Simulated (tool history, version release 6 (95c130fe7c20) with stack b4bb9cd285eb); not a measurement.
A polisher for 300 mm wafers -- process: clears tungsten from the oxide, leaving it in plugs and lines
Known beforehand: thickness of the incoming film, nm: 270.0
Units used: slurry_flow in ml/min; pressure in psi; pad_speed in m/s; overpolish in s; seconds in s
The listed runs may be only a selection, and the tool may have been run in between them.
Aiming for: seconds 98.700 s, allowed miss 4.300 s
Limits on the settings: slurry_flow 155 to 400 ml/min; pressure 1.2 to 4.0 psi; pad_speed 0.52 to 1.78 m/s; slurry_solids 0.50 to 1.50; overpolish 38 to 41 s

run    day  slurry_flow  pressure  pad_speed  slurry_solids  overpolish  seconds
  1  0.000          255       2.6       1.14           1.00          38   72.093
  2  0.229          255       2.9       1.14           1.00          38   65.615
  3  0.600          255       2.6       1.12           1.00          38   72.875
  4  0.846          255       2.9       1.12           1.00          38   68.533
  5  0.921          255       2.9       1.12           1.00          38   68.409
  6  1.208          255       2.6       1.12           1.00          38   72.382
  7  1.529          255       2.3       1.10           1.00          38   80.426
  8  1.729          255       2.3       1.10           1.00          38   78.583
  9  1.762          255       2.1       1.08           1.00          38   85.800
 10  1.929          255       2.0       1.08           1.00          38   86.992
 11  1.983          255       1.9       1.08           1.00          38   90.152
 12  2.138          255       1.8       1.08           1.00          38   92.925

Which one of the following 5 next-run settings gets every result inside its allowed miss? There is exactly one.
  A  2.292          310       1.2       1.24           1.00          38        ?
  B  2.292          260       1.7       1.12           1.05          41        ?
  C  2.292          215       2.6       0.86           1.35          38        ?
  D  2.292          265       1.9       1.08           1.05          38        ?
  E  2.292          215       2.0       1.10           1.00          38        ?

move  seconds
   A   98.234
   B   91.932
   C   89.429
   D   89.411
   E   88.199
A: meets every target
B: misses by more than the last run did
C: misses by more than the last run did
D: misses by more than the last run did
E: misses by more than the last run did
The right move is A.

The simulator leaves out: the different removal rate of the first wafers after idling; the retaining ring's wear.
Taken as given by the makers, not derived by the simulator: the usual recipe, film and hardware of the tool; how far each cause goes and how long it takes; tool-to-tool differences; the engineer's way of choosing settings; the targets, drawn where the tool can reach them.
